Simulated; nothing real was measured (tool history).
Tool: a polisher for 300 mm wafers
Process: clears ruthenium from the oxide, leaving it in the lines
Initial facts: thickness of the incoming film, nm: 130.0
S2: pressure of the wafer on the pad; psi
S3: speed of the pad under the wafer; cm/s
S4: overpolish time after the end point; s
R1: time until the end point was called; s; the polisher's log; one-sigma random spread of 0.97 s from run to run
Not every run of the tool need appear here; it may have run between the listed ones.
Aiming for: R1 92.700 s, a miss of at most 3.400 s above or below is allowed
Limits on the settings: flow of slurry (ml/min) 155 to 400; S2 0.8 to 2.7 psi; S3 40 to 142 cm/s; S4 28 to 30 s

{"run": 1, "day": 0.0, "flow of slurry (ml/min)": 255, "S2": 1.7, "S3": 90, "S4": 28, "R1": 136.73}
{"run": 2, "day": 0.075, "flow of slurry (ml/min)": 255, "S2": 1.8, "S3": 90, "S4": 28, "R1": 130.92}
{"run": 3, "day": 0.112, "flow of slurry (ml/min)": 255, "S2": 1.8, "S3": 100, "S4": 28, "R1": 117.76}
{"run": 4, "day": 0.175, "flow of slurry (ml/min)": 255, "S2": 1.8, "S3": 80, "S4": 28, "R1": 145.9}
{"run": 5, "day": 0.354, "flow of slurry (ml/min)": 255, "S2": 1.8, "S3": 102, "S4": 28, "R1": 116.89}
{"run": 6, "day": 0.662, "flow of slurry (ml/min)": 255, "S2": 1.6, "S3": 102, "S4": 28, "R1": 127.92}
{"run": 7, "day": 0.958, "flow of slurry (ml/min)": 255, "S2": 1.7, "S3": 102, "S4": 28, "R1": 123.94}
{"run": 8, "day": 1.0, "flow of slurry (ml/min)": 255, "S2": 1.8, "S3": 102, "S4": 28, "R1": 116.84}
{"day": 1.3, "done": "head pressure recalibrated"}
{"run": 9, "day": 1.3, "flow of slurry (ml/min)": 255, "S2": 1.9, "S3": 102, "S4": 28, "R1": 119.72}
{"run": 10, "day": 1.438, "flow of slurry (ml/min)": 255, "S2": 1.9, "S3": 102, "S4": 28, "R1": 119.62}
{"run": 11, "day": 1.792, "flow of slurry (ml/min)": 255, "S2": 2.0, "S3": 106, "S4": 28, "R1": 111.56}
{"run": 12, "day": 2.075, "flow of slurry (ml/min)": 255, "S2": 2.1, "S3": 108, "S4": 28, "R1": 104.24}
{"run": 13, "day": 2.158, "flow of slurry (ml/min)": 255, "S2": 2.2, "S3": 108, "S4": 28, "R1": 100.8}
{"run": 14, "day": 2.5, "flow of slurry (ml/min)": 255, "S2": 2.2, "S3": 108, "S4": 28, "R1": 99.546}

Consider the 5 candidate settings below. Which is the only one whose results all fall within their allowed miss of target?
{"run": "A", "day": 2.842, "flow of slurry (ml/min)": 270, "S2": 2.3, "S3": 100, "S4": 29, "R1": "?"}
{"run": "B", "day": 2.842, "flow of slurry (ml/min)": 285, "S2": 2.0, "S3": 110, "S4": 28, "R1": "?"}
{"run": "C", "day": 2.842, "flow of slurry (ml/min)": 270, "S2": 2.2, "S3": 102, "S4": 28, "R1": "?"}
{"run": "D", "day": 2.842, "flow of slurry (ml/min)": 240, "S2": 2.0, "S3": 112, "S4": 28, "R1": "?"}
{"run": "E", "day": 2.842, "flow of slurry (ml/min)": 240, "S2": 2.3, "S3": 112, "S4": 30, "R1": "?"}

move=A R1=100.900
move=B R1=105.220
move=C R1=103.450
move=D R1=105.350
move=E R1=91.917
A: misses by more than the last run did
B: misses by more than the last run did
C: misses by more than the last run did
D: misses by more than the last run did
E: meets every target
Move E is the one to make.
